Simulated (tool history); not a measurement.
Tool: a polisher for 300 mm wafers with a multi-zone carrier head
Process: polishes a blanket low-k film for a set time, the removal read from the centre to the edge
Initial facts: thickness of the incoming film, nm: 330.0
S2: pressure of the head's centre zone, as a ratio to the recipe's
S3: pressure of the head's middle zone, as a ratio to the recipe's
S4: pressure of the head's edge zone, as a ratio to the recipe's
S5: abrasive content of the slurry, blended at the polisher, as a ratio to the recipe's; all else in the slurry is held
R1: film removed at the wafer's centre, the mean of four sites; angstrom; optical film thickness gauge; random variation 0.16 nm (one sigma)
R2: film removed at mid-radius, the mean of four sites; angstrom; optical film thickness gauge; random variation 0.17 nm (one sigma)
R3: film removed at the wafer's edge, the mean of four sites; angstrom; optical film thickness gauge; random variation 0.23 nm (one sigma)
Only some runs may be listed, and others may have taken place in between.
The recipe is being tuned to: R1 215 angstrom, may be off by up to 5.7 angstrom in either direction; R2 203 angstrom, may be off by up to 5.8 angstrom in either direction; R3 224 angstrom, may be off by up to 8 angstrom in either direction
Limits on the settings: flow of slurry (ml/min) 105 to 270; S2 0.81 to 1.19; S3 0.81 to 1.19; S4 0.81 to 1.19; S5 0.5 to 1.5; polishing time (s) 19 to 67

{"run": 1, "hour": 0.0, "flow of slurry (ml/min)": 175, "S2": 1, "S3": 1, "S4": 1, "S5": 1, "polishing time (s)": 43, "R1": 176.46, "R2": 169.06, "R3": 175.49}
{"run": 2, "hour": 1.6, "flow of slurry (ml/min)": 185, "S2": 1.01, "S3": 1, "S4": 1.03, "S5": 1.05, "polishing time (s)": 43, "R1": 184.8, "R2": 177.19, "R3": 179.81}
{"run": 3, "hour": 3.6, "flow of slurry (ml/min)": 185, "S2": 1.01, "S3": 1, "S4": 1.03, "S5": 0.9, "polishing time (s)": 43, "R1": 170.46, "R2": 164.99, "R3": 168.92}
{"run": 4, "hour": 7.5, "flow of slurry (ml/min)": 150, "S2": 1.01, "S3": 1, "S4": 1.03, "S5": 0.9, "polishing time (s)": 43, "R1": 164.21, "R2": 160.28, "R3": 164.92}
{"run": 5, "hour": 15.8, "flow of slurry (ml/min)": 150, "S2": 1.01, "S3": 1, "S4": 1.03, "S5": 0.9, "polishing time (s)": 36, "R1": 135.46, "R2": 132.37, "R3": 137.65}
{"run": 6, "hour": 22.7, "flow of slurry (ml/min)": 155, "S2": 1, "S3": 0.99, "S4": 1.05, "S5": 1, "polishing time (s)": 37, "R1": 146.62, "R2": 143.41, "R3": 151.1}
{"run": 7, "hour": 27.9, "flow of slurry (ml/min)": 160, "S2": 1, "S3": 0.98, "S4": 1.07, "S5": 1.1, "polishing time (s)": 38, "R1": 160.01, "R2": 154.92, "R3": 165.24}
{"run": 8, "hour": 33.8, "flow of slurry (ml/min)": 165, "S2": 1, "S3": 0.98, "S4": 1.09, "S5": 1.2, "polishing time (s)": 38, "R1": 166.58, "R2": 163.93, "R3": 173.37}
{"run": 9, "hour": 39.0, "flow of slurry (ml/min)": 190, "S2": 1.04, "S3": 0.93, "S4": 1.19, "S5": 1.45, "polishing time (s)": 42, "R1": 211.85, "R2": 190.05, "R3": 222.55}
{"run": 10, "hour": 42.2, "flow of slurry (ml/min)": 195, "S2": 1.04, "S3": 0.94, "S4": 1.19, "S5": 1.45, "polishing time (s)": 42, "R1": 212.01, "R2": 189.45, "R3": 217.08}
{"run": 11, "hour": 47.9, "flow of slurry (ml/min)": 195, "S2": 1.04, "S3": 0.95, "S4": 1.19, "S5": 1.45, "polishing time (s)": 42, "R1": 211.87, "R2": 192.16, "R3": 220.86}
{"run": 12, "hour": 53.3, "flow of slurry (ml/min)": 200, "S2": 1.04, "S3": 0.96, "S4": 1.19, "S5": 1.45, "polishing time (s)": 42, "R1": 213.78, "R2": 194.09, "R3": 217.54}

Consider the 4 candidate settings below. Which is the only one whose results all fall within their allowed miss of target?
{"run": "A", "hour": 58.7, "flow of slurry (ml/min)": 145, "S2": 1.06, "S3": 1.01, "S4": 1.19, "S5": 1.4, "polishing time (s)": 45, "R1": "?", "R2": "?", "R3": "?"}
{"run": "B", "hour": 58.7, "flow of slurry (ml/min)": 205, "S2": 1.04, "S3": 0.96, "S4": 1.14, "S5": 1.35, "polishing time (s)": 45, "R1": "?", "R2": "?", "R3": "?"}
{"run": "C", "hour": 58.7, "flow of slurry (ml/min)": 180, "S2": 1.04, "S3": 0.95, "S4": 1.13, "S5": 1.4, "polishing time (s)": 42, "R1": "?", "R2": "?", "R3": "?"}
{"run": "D", "hour": 58.7, "flow of slurry (ml/min)": 210, "S2": 1.1, "S3": 1, "S4": 1.14, "S5": 1.5, "polishing time (s)": 39, "R1": "?", "R2": "?", "R3": "?"}

move=A R1=217.08 R2=201.34 R3=222.25
move=B R1=225.97 R2=202.86 R3=224.76
move=C R1=208.89 R2=186.38 R3=208.54
move=D R1=215.69 R2=190.03 R3=203.2
A: every result lands within tolerance
B: meets the target for the result that was furthest off, but another lies outside its allowed miss
C: its largest miss is bigger than the last run's
D: its largest miss is bigger than the last run's
A is the move that brings every result within its allowed miss.
